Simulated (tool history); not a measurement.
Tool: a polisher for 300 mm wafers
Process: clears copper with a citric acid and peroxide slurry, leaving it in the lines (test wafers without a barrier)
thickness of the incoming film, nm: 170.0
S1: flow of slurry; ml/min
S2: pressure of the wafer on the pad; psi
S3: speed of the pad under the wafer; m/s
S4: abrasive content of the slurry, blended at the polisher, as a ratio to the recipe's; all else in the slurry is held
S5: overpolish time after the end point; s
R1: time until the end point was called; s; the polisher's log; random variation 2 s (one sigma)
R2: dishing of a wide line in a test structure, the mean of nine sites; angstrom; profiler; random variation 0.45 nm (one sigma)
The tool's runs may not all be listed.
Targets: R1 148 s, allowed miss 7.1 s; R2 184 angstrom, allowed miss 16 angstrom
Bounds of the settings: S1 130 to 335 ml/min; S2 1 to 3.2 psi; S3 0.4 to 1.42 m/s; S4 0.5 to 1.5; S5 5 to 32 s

{"run": 1, "hour": 0.0, "S1": 215, "S2": 2.1, "S3": 0.9, "S4": 1, "S5": 16, "R1": 126, "R2": 132.33}
{"run": 2, "hour": 8.5, "S1": 255, "S2": 2.1, "S3": 0.9, "S4": 1, "S5": 16, "R1": 121.14, "R2": 134.84}
{"run": 3, "hour": 11.5, "S1": 255, "S2": 2.6, "S3": 0.9, "S4": 1, "S5": 16, "R1": 99.422, "R2": 158.14}
{"run": 4, "hour": 14.8, "S1": 255, "S2": 2.6, "S3": 0.68, "S4": 1, "S5": 16, "R1": 129.45, "R2": 133.91}
{"run": 5, "hour": 22.2, "S1": 255, "S2": 2.6, "S3": 0.68, "S4": 1, "S5": 12, "R1": 130.97, "R2": 101.95}
{"run": 6, "hour": 30.9, "S1": 255, "S2": 2.5, "S3": 0.68, "S4": 1, "S5": 14, "R1": 136.57, "R2": 112.16}
{"run": 7, "hour": 38.4, "S1": 255, "S2": 2.5, "S3": 0.68, "S4": 1, "S5": 16, "R1": 139.54, "R2": 127.79}
{"run": 8, "hour": 40.2, "S1": 255, "S2": 2.5, "S3": 0.68, "S4": 1, "S5": 17, "R1": 137.06, "R2": 138.03}
{"run": 9, "hour": 43.6, "S1": 255, "S2": 2.5, "S3": 0.68, "S4": 1, "S5": 18, "R1": 136.99, "R2": 145.5}
{"run": 10, "hour": 51.3, "S1": 255, "S2": 2.3, "S3": 0.68, "S4": 1, "S5": 25, "R1": 147.86, "R2": 171.3}

4 next moves are on the table. One of them brings every result within its allowed miss. Which?
{"run": "A", "hour": 59.0, "S1": 265, "S2": 2.2, "S3": 0.72, "S4": 1, "S5": 22, "R1": "?", "R2": "?"}
{"run": "B", "hour": 59.0, "S1": 245, "S2": 2.5, "S3": 0.6, "S4": 0.95, "S5": 22, "R1": "?", "R2": "?"}
{"run": "C", "hour": 59.0, "S1": 235, "S2": 2.2, "S3": 0.74, "S4": 0.8, "S5": 21, "R1": "?", "R2": "?"}
{"run": "D", "hour": 59.0, "S1": 270, "S2": 2.3, "S3": 0.66, "S4": 1.05, "S5": 28, "R1": "?", "R2": "?"}

move=A R1=147.6 R2=149.98
move=B R1=158.85 R2=142.71
move=C R1=154.35 R2=140.26
move=D R1=151.52 R2=174.43
A: further off than the last run
B: further off than the last run
C: further off than the last run
D: meets every target
The right move is D.
